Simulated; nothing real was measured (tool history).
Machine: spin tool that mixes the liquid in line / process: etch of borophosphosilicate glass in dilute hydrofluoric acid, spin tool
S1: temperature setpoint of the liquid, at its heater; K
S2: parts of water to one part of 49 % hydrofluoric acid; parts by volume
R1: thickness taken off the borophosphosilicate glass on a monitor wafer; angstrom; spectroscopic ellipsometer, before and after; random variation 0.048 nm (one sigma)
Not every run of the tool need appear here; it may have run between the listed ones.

{"run": 1, "hour": 0.0, "S1": 298.15, "S2": 280, "time under the liquid (s)": 25, "R1": 34.037}
{"run": 2, "hour": 8.3, "S1": 299.65, "S2": 280, "time under the liquid (s)": 25, "R1": 35.181}
{"run": 3, "hour": 15.8, "S1": 299.65, "S2": 280, "time under the liquid (s)": 20, "R1": 28.328}
{"run": 4, "hour": 16.8, "S1": 299.65, "S2": 235, "time under the liquid (s)": 20, "R1": 35.46}
{"run": 5, "hour": 19.1, "S1": 300.15, "S2": 200, "time under the liquid (s)": 20, "R1": 43.592}
{"run": 6, "hour": 25.3, "S1": 300.15, "S2": 240, "time under the liquid (s)": 20, "R1": 35.661}
{"run": 7, "hour": 33.2, "S1": 300.65, "S2": 210, "time under the liquid (s)": 20, "R1": 41.921}
{"run": 8, "hour": 37.7, "S1": 301.65, "S2": 195, "time under the liquid (s)": 20, "R1": 48.04}
{"run": 9, "hour": 45.0, "S1": 302.65, "S2": 195, "time under the liquid (s)": 20, "R1": 49.215}

Forecast run 10:
{"run": 10, "hour": 46.1, "S1": 306.15, "S2": 185, "time under the liquid (s)": 20, "R1": "?"}

Run 10 measured R1 59.377 angstrom.
